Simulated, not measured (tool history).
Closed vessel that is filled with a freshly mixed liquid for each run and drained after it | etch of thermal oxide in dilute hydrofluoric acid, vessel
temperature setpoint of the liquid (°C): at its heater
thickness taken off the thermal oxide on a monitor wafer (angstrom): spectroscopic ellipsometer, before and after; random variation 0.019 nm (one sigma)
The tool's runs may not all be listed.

| run | hour | temperature setpoint of the liquid (°C) | parts of water to one part of 49 % hydrofluoric acid (parts by volume) | time in the liquid (s) | thickness taken off the thermal oxide on a monitor wafer (angstrom) |
|---|---|---|---|---|---|
| 1 | 0 | 20 | 40 | 30 | 32.277 |
| 2 | 7.2 | 21.5 | 40 | 30 | 34.428 |
| 3 | 7.8 | 22.5 | 40 | 30 | 35.777 |
| 4 | 12.6 | 23.5 | 40 | 30 | 37.395 |
| 5 | 21.1 | 24.5 | 40 | 30 | 38.941 |
| 6 | 29 | 22.5 | 40 | 30 | 35.686 |

Run 7 comes next. What will it give?
| 7 | 31.2 | 23.5 | 40 | 30 | ? |

thickness taken off the thermal oxide on a monitor wafer (angstrom): 37.282

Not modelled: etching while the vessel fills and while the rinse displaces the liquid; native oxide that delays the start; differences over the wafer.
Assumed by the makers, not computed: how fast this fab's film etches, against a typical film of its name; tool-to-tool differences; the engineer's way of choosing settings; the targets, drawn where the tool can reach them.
